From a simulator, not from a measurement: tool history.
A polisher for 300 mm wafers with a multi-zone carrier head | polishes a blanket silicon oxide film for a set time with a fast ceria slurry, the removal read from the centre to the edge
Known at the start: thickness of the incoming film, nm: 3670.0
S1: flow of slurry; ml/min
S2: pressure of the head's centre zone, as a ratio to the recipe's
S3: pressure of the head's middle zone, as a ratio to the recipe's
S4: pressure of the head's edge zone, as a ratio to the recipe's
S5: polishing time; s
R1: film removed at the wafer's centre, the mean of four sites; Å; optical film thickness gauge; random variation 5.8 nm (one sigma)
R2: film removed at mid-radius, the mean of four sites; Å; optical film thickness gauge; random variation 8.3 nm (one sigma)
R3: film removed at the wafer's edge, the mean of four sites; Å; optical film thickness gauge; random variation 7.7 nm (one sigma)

{"run": 1, "hour": 0.0, "S1": 305, "S2": 1, "S3": 1, "S4": 1, "S5": 63, "R1": 8131.9, "R2": 8183.1, "R3": 8001.6}
{"run": 2, "hour": 7.2, "S1": 305, "S2": 1, "S3": 1.09, "S4": 1, "S5": 63, "R1": 8189.2, "R2": 8859.8, "R3": 8049.1}
{"run": 3, "hour": 14.6, "S1": 305, "S2": 1, "S3": 1.17, "S4": 1, "S5": 63, "R1": 8158.1, "R2": 9264.1, "R3": 8008.2}
{"run": 4, "hour": 18.1, "S1": 305, "S2": 0.92, "S3": 1.17, "S4": 1, "S5": 63, "R1": 7486.9, "R2": 9599.6, "R3": 7940.8}
{"run": 5, "hour": 20.2, "S1": 230, "S2": 0.92, "S3": 1.17, "S4": 1, "S5": 63, "R1": 7301.1, "R2": 9243.3, "R3": 8045.2}
{"run": 6, "hour": 26.5, "S1": 230, "S2": 0.92, "S3": 1.17, "S4": 0.91, "S5": 63, "R1": 7411, "R2": 9352.9, "R3": 7482.5}
{"run": 7, "hour": 31.6, "S1": 225, "S2": 0.92, "S3": 1.15, "S4": 0.92, "S5": 62, "R1": 7130, "R2": 9033.6, "R3": 7393.9}
{"hour": 34.4, "done": "slurry nozzle cleaned"}
{"run": 8, "hour": 34.4, "S1": 220, "S2": 0.92, "S3": 1.12, "S4": 0.92, "S5": 61, "R1": 7250, "R2": 8797.4, "R3": 7443.6}
{"run": 9, "hour": 38.0, "S1": 215, "S2": 0.92, "S3": 1.1, "S4": 0.93, "S5": 59, "R1": 7111.5, "R2": 8262.3, "R3": 7285.4}
{"run": 10, "hour": 43.4, "S1": 210, "S2": 0.91, "S3": 1.09, "S4": 0.94, "S5": 58, "R1": 6811.4, "R2": 7993.9, "R3": 7154}
{"run": 11, "hour": 46.9, "S1": 210, "S2": 0.9, "S3": 1.08, "S4": 0.94, "S5": 57, "R1": 6613.2, "R2": 8007.6, "R3": 6906.4}
{"run": 12, "hour": 55.5, "S1": 205, "S2": 0.9, "S3": 1.06, "S4": 0.95, "S5": 56, "R1": 6472.1, "R2": 7516.2, "R3": 6869.3}
{"run": 13, "hour": 63.8, "S1": 205, "S2": 0.89, "S3": 1.05, "S4": 0.95, "S5": 56, "R1": 6401, "R2": 7749.1, "R3": 6919.9}

Run 14 comes next. What will it give?
{"run": 14, "hour": 67.1, "S1": 190, "S2": 0.9, "S3": 0.95, "S4": 1.05, "S5": 48, "R1": "?", "R2": "?", "R3": "?"}

Run 14 gave R1 5411.3 Å, R2 6010.2 Å, R3 6115.5 Å.
